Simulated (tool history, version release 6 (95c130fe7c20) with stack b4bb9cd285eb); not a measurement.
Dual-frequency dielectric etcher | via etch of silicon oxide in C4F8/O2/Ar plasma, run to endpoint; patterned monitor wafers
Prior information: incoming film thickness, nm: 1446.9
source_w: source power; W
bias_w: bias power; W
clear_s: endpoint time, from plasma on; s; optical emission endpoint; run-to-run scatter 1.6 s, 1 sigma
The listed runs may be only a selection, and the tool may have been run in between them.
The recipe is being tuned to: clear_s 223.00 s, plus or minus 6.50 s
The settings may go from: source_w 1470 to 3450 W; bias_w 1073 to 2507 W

Run 1, day 0.000: source_w 2460 W, bias_w 1790 W. Result: clear_s 262.42 s.
Run 2, day 0.329: source_w 2460 W, bias_w 1476 W. Result: clear_s 271.88 s.
Run 3, day 0.621: source_w 2650 W, bias_w 1546 W. Result: clear_s 258.54 s.
Run 4, day 0.888: source_w 3010 W, bias_w 1546 W. Result: clear_s 245.36 s.
Run 5, day 1.121: source_w 2760 W, bias_w 1546 W. Result: clear_s 253.78 s.
Run 6, day 1.388: source_w 2890 W, bias_w 1580 W. Result: clear_s 246.15 s.
Run 7, day 1.608: source_w 2980 W, bias_w 1602 W. Result: clear_s 243.66 s.
Run 8, day 1.650: source_w 3070 W, bias_w 1628 W. Result: clear_s 240.07 s.

5 candidate next runs follow, results not yet known. Just one meets every target within its allowed miss. Identify it.
Run A, day 1.692: source_w 3450 W, bias_w 2039 W. Result: clear_s ?.
Run B, day 1.692: source_w 3450 W, bias_w 2087 W. Result: clear_s ?.
Run C, day 1.692: source_w 3450 W, bias_w 2405 W. Result: clear_s ?.
Run D, day 1.692: source_w 3390 W, bias_w 1741 W. Result: clear_s ?.
Run E, day 1.692: source_w 3450 W, bias_w 2123 W. Result: clear_s ?.

move  clear_s
   A   213.18
   B   212.03
   C   204.98
   D   222.75
   E   211.19
A: the result that was furthest off in the last run now lies on the other side of its target
B: the result that was furthest off in the last run now lies on the other side of its target
C: the result that was furthest off in the last run now lies on the other side of its target
D: each result inside its tolerance
E: the result that was furthest off in the last run now lies on the other side of its target
Go with D: it meets all targets.
